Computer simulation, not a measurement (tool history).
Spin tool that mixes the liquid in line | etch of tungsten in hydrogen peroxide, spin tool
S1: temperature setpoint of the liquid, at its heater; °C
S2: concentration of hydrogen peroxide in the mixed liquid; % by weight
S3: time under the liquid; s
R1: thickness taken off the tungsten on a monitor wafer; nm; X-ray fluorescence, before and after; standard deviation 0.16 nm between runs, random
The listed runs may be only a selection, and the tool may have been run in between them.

| run | day | S1 | S2 | S3 | R1 |
|---|---|---|---|---|---|
| 1 | 0 | 57 | 17.5 | 15 | 31.027 |
| 2 | 0.162 | 58.5 | 17.5 | 15 | 33.824 |
| 3 | 0.233 | 59.5 | 17.5 | 15 | 35.831 |
| 4 | 0.358 | 59.5 | 20.5 | 15 | 38.437 |
| 5 | 0.479 | 63 | 20.5 | 15 | 47.225 |
| 6 | 0.725 | 63 | 23 | 15 | 49.944 |

Estimate the outcome of run 7 from the log above:
| 7 | 0.896 | 62.5 | 23 | 15 | ? |

{"run 7": {"R1": 48.735}}
